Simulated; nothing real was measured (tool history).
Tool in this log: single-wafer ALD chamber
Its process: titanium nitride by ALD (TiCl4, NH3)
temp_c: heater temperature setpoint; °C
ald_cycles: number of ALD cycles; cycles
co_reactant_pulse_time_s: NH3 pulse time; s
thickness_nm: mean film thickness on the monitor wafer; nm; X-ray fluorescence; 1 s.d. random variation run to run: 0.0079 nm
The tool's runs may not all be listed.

{"run": 1, "hour": 0.0, "temp_c": 385, "ald_cycles": 133, "co_reactant_pulse_time_s": 1.82, "thickness_nm": 3.1085}
{"run": 2, "hour": 7.5, "temp_c": 385, "ald_cycles": 133, "co_reactant_pulse_time_s": 1.4, "thickness_nm": 3.0145}
{"run": 3, "hour": 8.8, "temp_c": 380, "ald_cycles": 133, "co_reactant_pulse_time_s": 1.4, "thickness_nm": 3.0007}
{"run": 4, "hour": 10.0, "temp_c": 380, "ald_cycles": 137, "co_reactant_pulse_time_s": 1.4, "thickness_nm": 3.0994}
{"run": 5, "hour": 13.8, "temp_c": 380, "ald_cycles": 137, "co_reactant_pulse_time_s": 1.77, "thickness_nm": 3.165}
{"run": 6, "hour": 22.0, "temp_c": 377, "ald_cycles": 136, "co_reactant_pulse_time_s": 1.57, "thickness_nm": 3.0862}
{"run": 7, "hour": 25.5, "temp_c": 374, "ald_cycles": 135, "co_reactant_pulse_time_s": 1.41, "thickness_nm": 3.0425}
{"run": 8, "hour": 30.5, "temp_c": 372, "ald_cycles": 135, "co_reactant_pulse_time_s": 1.27, "thickness_nm": 2.9631}
{"run": 9, "hour": 36.7, "temp_c": 370, "ald_cycles": 135, "co_reactant_pulse_time_s": 1.16, "thickness_nm": 2.916}
{"run": 10, "hour": 40.7, "temp_c": 369, "ald_cycles": 135, "co_reactant_pulse_time_s": 1.07, "thickness_nm": 2.8347}
{"run": 11, "hour": 41.3, "temp_c": 368, "ald_cycles": 135, "co_reactant_pulse_time_s": 1.04, "thickness_nm": 2.8415}

What does the tool deliver on the next run?
{"run": 12, "hour": 49.7, "temp_c": 367, "ald_cycles": 135, "co_reactant_pulse_time_s": 1.0, "thickness_nm": "?"}

Run 12 measured thickness_nm 2.7892 nm.
